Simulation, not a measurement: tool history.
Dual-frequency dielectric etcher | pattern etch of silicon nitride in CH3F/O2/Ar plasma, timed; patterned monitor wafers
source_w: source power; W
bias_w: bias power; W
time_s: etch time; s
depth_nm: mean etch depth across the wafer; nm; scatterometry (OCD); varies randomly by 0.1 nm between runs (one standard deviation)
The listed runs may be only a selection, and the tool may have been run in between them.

{"run": 1, "hour": 0.0, "source_w": 380, "bias_w": 52, "time_s": 60.0, "depth_nm": 34.533}
{"run": 2, "hour": 7.6, "source_w": 410, "bias_w": 54, "time_s": 60.5, "depth_nm": 37.006}
{"run": 3, "hour": 8.5, "source_w": 410, "bias_w": 54, "time_s": 60.0, "depth_nm": 36.485}
{"run": 4, "hour": 14.0, "source_w": 430, "bias_w": 55, "time_s": 60.0, "depth_nm": 37.88}
{"run": 5, "hour": 19.5, "source_w": 430, "bias_w": 55, "time_s": 63.0, "depth_nm": 39.775}
{"run": 6, "hour": 28.1, "source_w": 430, "bias_w": 49, "time_s": 63.0, "depth_nm": 37.745}
{"run": 7, "hour": 33.9, "source_w": 450, "bias_w": 50, "time_s": 63.0, "depth_nm": 39.118}
{"run": 8, "hour": 36.8, "source_w": 460, "bias_w": 50, "time_s": 63.0, "depth_nm": 39.776}
{"run": 9, "hour": 37.6, "source_w": 460, "bias_w": 50, "time_s": 63.0, "depth_nm": 39.626}

Run 10 has not been measured yet. What should we expect?
{"run": 10, "hour": 40.2, "source_w": 470, "bias_w": 50, "time_s": 63.0, "depth_nm": "?"}

Run 10 yielded depth_nm 40.349 nm.
